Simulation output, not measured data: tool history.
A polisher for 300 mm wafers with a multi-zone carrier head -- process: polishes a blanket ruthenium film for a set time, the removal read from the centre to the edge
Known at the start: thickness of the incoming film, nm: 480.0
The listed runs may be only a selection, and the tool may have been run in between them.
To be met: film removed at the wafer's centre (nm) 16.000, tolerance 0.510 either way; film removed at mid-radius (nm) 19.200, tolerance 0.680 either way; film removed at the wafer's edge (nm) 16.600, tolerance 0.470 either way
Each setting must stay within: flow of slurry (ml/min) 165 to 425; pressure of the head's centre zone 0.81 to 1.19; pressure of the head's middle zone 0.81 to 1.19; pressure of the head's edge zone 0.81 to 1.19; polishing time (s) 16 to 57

| run | hour | flow of slurry (ml/min) | pressure of the head's centre zone | pressure of the head's middle zone | pressure of the head's edge zone | polishing time (s) | film removed at the wafer's centre (nm) | film removed at mid-radius (nm) | film removed at the wafer's edge (nm) |
|---|---|---|---|---|---|---|---|---|---|
| 1 | 0.0 | 275 | 1.00 | 1.00 | 1.00 | 36 | 26.803 | 26.729 | 27.693 |
| 2 | 3.2 | 275 | 0.98 | 1.02 | 0.97 | 33 | 23.732 | 24.706 | 24.915 |
| 3 | 7.4 | 275 | 0.98 | 0.94 | 0.97 | 33 | 24.398 | 23.285 | 24.878 |
| 4 | 16.0 | 275 | 0.98 | 0.94 | 0.90 | 33 | 23.935 | 23.144 | 24.455 |
| 5 | 19.4 | 275 | 0.98 | 1.02 | 0.90 | 33 | 24.136 | 24.582 | 23.999 |
| 6 | 21.8 | 275 | 0.98 | 1.06 | 0.90 | 33 | 24.508 | 25.198 | 24.161 |
| 7 | 24.5 | 275 | 0.96 | 1.08 | 0.88 | 30 | 21.414 | 23.767 | 21.503 |
| 8 | 29.1 | 275 | 0.95 | 1.08 | 0.87 | 28 | 19.712 | 22.454 | 19.969 |
| 9 | 34.2 | 275 | 0.94 | 1.07 | 0.86 | 27 | 18.655 | 20.851 | 18.950 |
| 10 | 37.5 | 275 | 0.94 | 1.07 | 0.86 | 27 | 19.009 | 21.148 | 18.996 |
| 11 | 43.8 | 275 | 0.92 | 1.07 | 0.85 | 26 | 17.558 | 20.320 | 18.222 |
| 12 | 50.5 | 255 | 0.91 | 1.09 | 0.81 | 23 | 15.448 | 17.994 | 15.704 |

Which of these 4 next moves meets every target?
| A | 57.2 | 270 | 0.83 | 0.86 | 0.91 | 24 | ? | ? | ? |
| B | 57.2 | 250 | 0.95 | 1.18 | 0.81 | 24 | ? | ? | ? |
| C | 57.2 | 200 | 0.95 | 0.94 | 0.90 | 24 | ? | ? | ? |
| D | 57.2 | 170 | 0.93 | 1.13 | 0.83 | 25 | ? | ? | ? |

| move | film removed at the wafer's centre (nm) | film removed at mid-radius (nm) | film removed at the wafer's edge (nm) |
|---|---|---|---|
| A | 14.902 | 15.847 | 17.497 |
| B | 16.934 | 20.495 | 16.444 |
| C | 16.290 | 16.337 | 16.847 |
| D | 16.067 | 19.297 | 16.523 |
A: pushes the last run's worst result past its target
B: the worst result of the last run now meets its target, but another is out of spec
C: the worst result of the last run now meets its target, but another is out of spec
D: meets every target
Move D is the one to make.
